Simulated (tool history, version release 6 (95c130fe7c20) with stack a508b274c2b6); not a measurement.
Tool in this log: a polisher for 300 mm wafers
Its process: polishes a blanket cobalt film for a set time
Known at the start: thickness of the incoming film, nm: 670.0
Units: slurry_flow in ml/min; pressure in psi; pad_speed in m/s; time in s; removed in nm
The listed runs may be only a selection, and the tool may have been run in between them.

| run | day | slurry_flow | pressure | pad_speed | time | removed |
|---|---|---|---|---|---|---|
| 1 | 0 | 165 | 2.3 | 1.3 | 40 | 329.78 |
| 2 | 0.288 | 165 | 1.9 | 1.28 | 40 | 265.21 |
| 3 | 0.583 | 165 | 1.7 | 1.28 | 40 | 245.44 |
| 4 | 0.671 | 165 | 2.1 | 1.28 | 40 | 291.84 |
| 5 | 0.921 | 165 | 1.8 | 1.28 | 40 | 257.91 |
| 6 | 1.296 | 165 | 1.6 | 1.28 | 40 | 227.93 |
| 7 | 1.633 | 155 | 1.1 | 1.26 | 40 | 153.04 |

What will run 8 give?
| 8 | 1.662 | 170 | 1.1 | 1.26 | 40 | ? |

Run 8 gave removed 159.29 nm.
